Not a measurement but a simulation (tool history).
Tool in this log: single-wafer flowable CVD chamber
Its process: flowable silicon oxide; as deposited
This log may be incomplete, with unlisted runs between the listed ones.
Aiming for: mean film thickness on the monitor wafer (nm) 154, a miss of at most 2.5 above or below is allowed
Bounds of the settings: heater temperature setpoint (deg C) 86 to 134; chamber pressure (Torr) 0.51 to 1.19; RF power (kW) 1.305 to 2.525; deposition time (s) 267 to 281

run	hour	heater temperature setpoint (deg C)	chamber pressure (Torr)	RF power (kW)	deposition time (s)	mean film thickness on the monitor wafer (nm)
1	0	110	0.85	1.915	281	124.62
2	3.3	110	0.85	1.915	281	125.42
3	8.1	110	0.85	2.01	281	126.65
4	15.6	109	0.85	2.01	281	131.52
5	23.5	109	0.85	2.01	281	130.23
6	26	109	0.85	2.01	267	124.2
7	27.4	108	0.85	2.01	267	129.27
8	31.5	107	0.85	2.01	267	131.91
9	35.7	107	0.85	2.01	267	132.43
10	43.3	106	0.85	2.01	267	135.62
11	51.1	105	0.85	2.01	267	139.76
12	58.2	101	0.85	2.01	267	160.34

Which one of the following 4 next-run settings gets every result inside its allowed miss? There is exactly one.
A	65.3	108	0.985	2.105	267	?
B	65.3	99	0.831	1.89	267	?
C	65.3	111	1.085	2.275	268	?
D	65.3	101	0.789	1.865	272	?

move	mean film thickness on the monitor wafer (nm)
A	148.85
B	161.99
C	152.37
D	146.8
A: takes the biggest miss from the last run beyond its target
B: the biggest miss grows against the last run
C: in spec on every target
D: takes the biggest miss from the last run beyond its target
So the answer is move C, the one that meets all the targets.

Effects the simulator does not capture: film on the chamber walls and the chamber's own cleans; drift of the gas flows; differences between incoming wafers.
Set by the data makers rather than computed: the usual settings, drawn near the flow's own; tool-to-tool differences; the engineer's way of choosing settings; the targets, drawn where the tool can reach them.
